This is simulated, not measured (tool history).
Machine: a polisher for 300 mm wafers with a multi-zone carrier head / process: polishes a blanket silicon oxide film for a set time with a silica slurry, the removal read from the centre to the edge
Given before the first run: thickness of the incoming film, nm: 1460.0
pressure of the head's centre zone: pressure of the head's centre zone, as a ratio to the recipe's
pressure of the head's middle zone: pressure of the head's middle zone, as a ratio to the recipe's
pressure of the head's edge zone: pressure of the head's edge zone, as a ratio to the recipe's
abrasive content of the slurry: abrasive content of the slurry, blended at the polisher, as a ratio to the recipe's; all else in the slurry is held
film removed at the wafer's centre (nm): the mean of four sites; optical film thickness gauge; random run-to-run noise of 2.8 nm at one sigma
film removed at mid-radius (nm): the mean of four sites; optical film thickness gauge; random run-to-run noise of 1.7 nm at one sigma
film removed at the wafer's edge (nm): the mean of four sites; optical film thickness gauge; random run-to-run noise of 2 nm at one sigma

run  hour  flow of slurry (ml/min)  pressure of the head's centre zone  pressure of the head's middle zone  pressure of the head's edge zone  abrasive content of the slurry  polishing time (s)  film removed at the wafer's centre (nm)  film removed at mid-radius (nm)  film removed at the wafer's edge (nm)
  1   0.0                      295                                1.00                                1.00                              1.00                            1.00                  78                                   299.77                           291.39                                 296.25
  2   5.6                      295                                1.00                                1.00                              1.07                            1.00                  78                                   293.68                           291.38                                 300.14
  3   9.8                      295                                1.04                                1.00                              1.07                            1.00                  78                                   312.97                           289.72                                 299.12
  4  12.2                      295                                1.08                                1.00                              1.07                            1.00                  78                                   317.05                           291.94                                 301.50
  5  14.9                      295                                1.05                                1.01                              1.06                            0.90                  78                                   284.25                           271.84                                 278.23
  6  19.7                      295                                1.05                                1.01                              1.01                            0.90                  78                                   293.75                           272.82                                 271.53
  7  23.0                      290                                1.02                                1.01                              1.00                            0.85                  78                                   265.31                           256.19                                 262.85
  8  31.8                      285                                1.00                                1.02                              0.98                            0.85                  78                                   262.62                           259.21                                 260.18
     33.7  -- edge zone pressure recalibrated
  9  33.7                      275                                0.98                                1.02                              0.96                            0.85                  78                                   259.10                           261.76                                 257.09
 10  42.4                      270                                0.96                                1.02                              0.95                            0.85                  78                                   244.41                           260.62                                 257.83
 11  49.9                      265                                0.96                                1.02                              0.93                            0.85                  78                                   239.85                           262.81                                 256.40
 12  55.4                      260                                0.96                                1.01                              0.92                            0.85                  78                                   245.86                           255.88                                 251.21

Run 13 is up next; what results do you expect?
 13  64.3                      250                                0.95                                1.00                              0.91                            0.85                  78                                        ?                                ?                                      ?

Run 13 produced film removed at the wafer's centre (nm) 238.75, film removed at mid-radius (nm) 253.96, film removed at the wafer's edge (nm) 253.14.

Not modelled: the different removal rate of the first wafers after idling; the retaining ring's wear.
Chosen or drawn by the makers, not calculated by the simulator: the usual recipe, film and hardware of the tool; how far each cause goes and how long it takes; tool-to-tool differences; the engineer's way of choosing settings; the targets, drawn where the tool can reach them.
